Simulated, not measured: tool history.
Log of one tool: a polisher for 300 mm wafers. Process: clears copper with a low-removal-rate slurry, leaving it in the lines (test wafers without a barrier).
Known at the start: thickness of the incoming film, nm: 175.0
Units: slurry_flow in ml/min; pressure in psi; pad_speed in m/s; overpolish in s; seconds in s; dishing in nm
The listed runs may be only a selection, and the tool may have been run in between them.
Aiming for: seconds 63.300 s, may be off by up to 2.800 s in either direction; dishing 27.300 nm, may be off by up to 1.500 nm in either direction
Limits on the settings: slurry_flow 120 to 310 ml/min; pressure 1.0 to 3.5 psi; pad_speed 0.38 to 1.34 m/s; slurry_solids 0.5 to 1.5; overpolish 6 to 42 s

{"run": 1, "hour": 0.0, "slurry_flow": 200, "pressure": 2.2, "pad_speed": 0.86, "slurry_solids": 1.0, "overpolish": 21, "seconds": 84.736, "dishing": 28.217}
{"run": 2, "hour": 3.3, "slurry_flow": 205, "pressure": 2.4, "pad_speed": 0.86, "slurry_solids": 1.0, "overpolish": 19, "seconds": 81.087, "dishing": 27.303}
{"run": 3, "hour": 4.9, "slurry_flow": 205, "pressure": 2.6, "pad_speed": 0.86, "slurry_solids": 1.0, "overpolish": 17, "seconds": 73.96, "dishing": 26.971}
{"run": 4, "hour": 9.0, "slurry_flow": 205, "pressure": 2.6, "pad_speed": 0.86, "slurry_solids": 1.0, "overpolish": 12, "seconds": 72.903, "dishing": 19.726}
{"run": 5, "hour": 10.4, "slurry_flow": 205, "pressure": 2.6, "pad_speed": 0.78, "slurry_solids": 1.0, "overpolish": 12, "seconds": 80.98, "dishing": 18.064}
{"run": 6, "hour": 11.0, "slurry_flow": 205, "pressure": 2.8, "pad_speed": 0.78, "slurry_solids": 1.0, "overpolish": 13, "seconds": 74.179, "dishing": 20.903}
{"hour": 19.8, "done": "slurry nozzle cleaned"}
{"run": 7, "hour": 19.8, "slurry_flow": 205, "pressure": 2.9, "pad_speed": 0.78, "slurry_solids": 1.0, "overpolish": 14, "seconds": 71.833, "dishing": 23.331}
{"run": 8, "hour": 28.2, "slurry_flow": 205, "pressure": 3.0, "pad_speed": 0.78, "slurry_solids": 1.0, "overpolish": 14, "seconds": 67.773, "dishing": 24.338}
{"run": 9, "hour": 30.9, "slurry_flow": 205, "pressure": 3.1, "pad_speed": 0.78, "slurry_solids": 1.0, "overpolish": 15, "seconds": 66.749, "dishing": 26.457}

Which one of the following 5 next-run settings gets every result inside its allowed miss? There is exactly one.
{"run": "A", "hour": 33.6, "slurry_flow": 165, "pressure": 3.4, "pad_speed": 0.66, "slurry_solids": 1.1, "overpolish": 16, "seconds": "?", "dishing": "?"}
{"run": "B", "hour": 33.6, "slurry_flow": 250, "pressure": 2.7, "pad_speed": 0.78, "slurry_solids": 1.1, "overpolish": 17, "seconds": "?", "dishing": "?"}
{"run": "C", "hour": 33.6, "slurry_flow": 210, "pressure": 2.9, "pad_speed": 0.88, "slurry_solids": 1.0, "overpolish": 15, "seconds": "?", "dishing": "?"}
{"run": "D", "hour": 33.6, "slurry_flow": 210, "pressure": 3.2, "pad_speed": 0.82, "slurry_solids": 0.8, "overpolish": 14, "seconds": "?", "dishing": "?"}
{"run": "E", "hour": 33.6, "slurry_flow": 285, "pressure": 3.2, "pad_speed": 0.68, "slurry_solids": 0.9, "overpolish": 17, "seconds": "?", "dishing": "?"}

move=A seconds=70.098 dishing=25.205
move=B seconds=70.620 dishing=26.172
move=C seconds=61.699 dishing=26.452
move=D seconds=64.922 dishing=23.974
move=E seconds=72.463 dishing=25.752
A: moves away from the targets compared with the last run
B: moves away from the targets compared with the last run
C: all results land within tolerance of their targets
D: the worst result of the last run now meets its target, but another is out of spec
E: moves away from the targets compared with the last run
So the answer is move C, the one that meets all the targets.
